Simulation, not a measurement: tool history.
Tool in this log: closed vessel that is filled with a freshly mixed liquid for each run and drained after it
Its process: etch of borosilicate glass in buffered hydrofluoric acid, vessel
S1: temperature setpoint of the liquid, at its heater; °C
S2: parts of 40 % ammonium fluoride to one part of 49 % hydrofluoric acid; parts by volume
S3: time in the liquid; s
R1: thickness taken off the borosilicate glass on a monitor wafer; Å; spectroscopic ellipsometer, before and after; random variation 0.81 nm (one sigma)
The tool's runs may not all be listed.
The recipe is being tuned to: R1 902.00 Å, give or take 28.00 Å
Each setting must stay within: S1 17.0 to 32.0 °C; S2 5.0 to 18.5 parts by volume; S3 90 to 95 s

run,hour,S1,S2,S3,R1
1,0.0,24.0,11.5,90,998.08
2,5.3,23.5,11.5,90,971.78
3,7.9,25.0,11.5,90,1040.50
4,14.8,25.0,11.5,95,1107.50
5,18.0,24.0,11.5,95,1045.30
# hour 24.4: hydrofluoric acid flow meter replaced
6,24.4,23.5,11.5,95,1116.90
7,30.2,23.5,12.0,95,1086.50
8,37.2,19.5,12.0,95,868.98

Which of these 4 next moves meets every target?
A,44.2,18.5,10.5,95,?
B,44.2,19.0,10.5,95,?
C,44.2,19.5,11.0,90,?
D,44.2,20.0,13.0,95,?

move,R1
A,953.19
B,979.85
C,911.27
D,838.01
A: takes the biggest miss from the last run beyond its target
B: takes the biggest miss from the last run beyond its target
C: in spec on every target
D: the biggest miss grows against the last run
Correct choice: C, which meets every target
